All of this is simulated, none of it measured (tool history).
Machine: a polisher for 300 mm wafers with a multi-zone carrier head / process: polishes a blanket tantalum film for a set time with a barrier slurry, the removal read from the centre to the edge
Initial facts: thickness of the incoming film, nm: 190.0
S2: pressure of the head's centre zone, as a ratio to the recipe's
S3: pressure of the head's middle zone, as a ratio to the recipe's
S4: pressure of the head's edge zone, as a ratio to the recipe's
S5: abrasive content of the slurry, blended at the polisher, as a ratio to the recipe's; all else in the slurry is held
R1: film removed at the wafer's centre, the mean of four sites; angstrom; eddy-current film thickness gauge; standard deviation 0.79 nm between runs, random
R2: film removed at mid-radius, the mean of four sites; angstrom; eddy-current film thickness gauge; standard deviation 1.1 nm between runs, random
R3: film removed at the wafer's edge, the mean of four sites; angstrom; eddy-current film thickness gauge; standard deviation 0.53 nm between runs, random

run 1 hour=0.0 | flow_of_slurry_(ml/min)=220 S2=1.00 S3=1.00 S4=1.00 S5=1.00 polishing_time_(s)=44 | R1=655.69 R2=660.20 R3=676.12
run 2 hour=3.6 | flow_of_slurry_(ml/min)=230 S2=1.00 S3=1.03 S4=1.01 S5=1.10 polishing_time_(s)=44 | R1=673.29 R2=711.08 R3=709.00
run 3 hour=8.7 | flow_of_slurry_(ml/min)=230 S2=1.00 S3=1.03 S4=1.05 S5=1.10 polishing_time_(s)=44 | R1=676.37 R2=701.79 R3=708.60
run 4 hour=17.6 | flow_of_slurry_(ml/min)=230 S2=1.06 S3=1.03 S4=1.05 S5=1.10 polishing_time_(s)=44 | R1=712.89 R2=714.63 R3=714.14
run 5 hour=24.2 | flow_of_slurry_(ml/min)=230 S2=1.00 S3=1.03 S4=1.05 S5=1.10 polishing_time_(s)=44 | R1=669.37 R2=724.32 R3=708.47
run 6 hour=31.1 | flow_of_slurry_(ml/min)=235 S2=1.01 S3=1.05 S4=1.06 S5=1.15 polishing_time_(s)=44 | R1=696.03 R2=730.68 R3=728.34
run 7 hour=39.0 | flow_of_slurry_(ml/min)=245 S2=1.00 S3=1.07 S4=1.03 S5=1.20 polishing_time_(s)=44 | R1=706.35 R2=762.32 R3=731.85
run 8 hour=46.1 | flow_of_slurry_(ml/min)=250 S2=0.99 S3=1.09 S4=1.04 S5=1.25 polishing_time_(s)=44 | R1=701.70 R2=779.13 R3=745.06

Run 9, settings as shown, results not yet in. Your forecast:
run 9 hour=53.7 | flow_of_slurry_(ml/min)=255 S2=0.99 S3=1.11 S4=1.03 S5=1.30 polishing_time_(s)=44 | R1=? R2=? R3=?

{"run 9": {"R1": 695.1, "R2": 778.05, "R3": 751.12}}
